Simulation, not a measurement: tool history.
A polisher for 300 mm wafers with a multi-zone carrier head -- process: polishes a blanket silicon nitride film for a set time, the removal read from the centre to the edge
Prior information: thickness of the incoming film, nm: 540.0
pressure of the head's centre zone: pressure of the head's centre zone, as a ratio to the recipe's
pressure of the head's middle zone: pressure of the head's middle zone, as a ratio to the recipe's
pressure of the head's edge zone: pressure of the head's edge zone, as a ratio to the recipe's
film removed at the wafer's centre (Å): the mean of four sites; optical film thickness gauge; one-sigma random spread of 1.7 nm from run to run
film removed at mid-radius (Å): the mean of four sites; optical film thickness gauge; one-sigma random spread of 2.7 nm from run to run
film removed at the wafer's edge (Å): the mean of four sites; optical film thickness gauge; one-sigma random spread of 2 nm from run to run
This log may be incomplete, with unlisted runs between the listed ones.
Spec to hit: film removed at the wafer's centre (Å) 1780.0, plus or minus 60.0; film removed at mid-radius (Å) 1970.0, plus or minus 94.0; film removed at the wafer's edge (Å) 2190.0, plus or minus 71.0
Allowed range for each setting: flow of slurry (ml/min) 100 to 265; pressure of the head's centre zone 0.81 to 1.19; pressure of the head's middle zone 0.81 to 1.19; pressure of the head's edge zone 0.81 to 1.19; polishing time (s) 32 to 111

run	hour	flow of slurry (ml/min)	pressure of the head's centre zone	pressure of the head's middle zone	pressure of the head's edge zone	polishing time (s)	film removed at the wafer's centre (Å)	film removed at mid-radius (Å)	film removed at the wafer's edge (Å)
1	0.0	170	1.00	1.00	1.00	71	1506.6	1498.5	1502.3
2	8.2	170	0.99	1.00	1.02	73	1533.1	1564.3	1583.3
3	14.5	170	0.93	1.00	1.02	73	1445.3	1565.4	1554.2
4	17.5	170	0.93	1.00	1.04	75	1503.5	1613.6	1628.6
5	22.6	170	0.93	1.05	1.04	75	1513.1	1644.7	1626.8
6	30.8	170	0.92	1.04	1.06	76	1482.1	1669.7	1674.0
7	35.5	175	0.92	1.04	1.07	77	1501.3	1718.0	1679.0
# hour 37.9: worn pad replaced by a new one
8	37.9	170	0.92	1.03	1.08	79	1765.1	1955.9	1991.9
9	41.8	165	0.91	1.02	1.08	79	1740.1	1933.3	1979.6

5 next moves are on the table. One of them brings every result within its allowed miss. Which?
A	45.7	185	0.84	1.15	1.11	78	?	?	?
B	45.7	195	0.84	1.15	1.05	80	?	?	?
C	45.7	175	0.82	0.97	1.11	82	?	?	?
D	45.7	190	0.88	1.10	1.02	82	?	?	?
E	45.7	145	0.89	0.99	1.19	85	?	?	?

move	film removed at the wafer's centre (Å)	film removed at mid-radius (Å)	film removed at the wafer's edge (Å)
A	1653.7	2114.2	1986.6
B	1712.5	2187.2	1994.1
C	1677.7	1912.3	2078.7
D	1828.0	2150.8	2010.2
E	1806.3	1940.4	2173.4
A: just as far off the targets as the last run
B: nearer the targets than the last run, but a result is still out of spec
C: nearer the targets than the last run, but a result is still out of spec
D: nearer the targets than the last run, but a result is still out of spec
E: meets every target
E meets every target.

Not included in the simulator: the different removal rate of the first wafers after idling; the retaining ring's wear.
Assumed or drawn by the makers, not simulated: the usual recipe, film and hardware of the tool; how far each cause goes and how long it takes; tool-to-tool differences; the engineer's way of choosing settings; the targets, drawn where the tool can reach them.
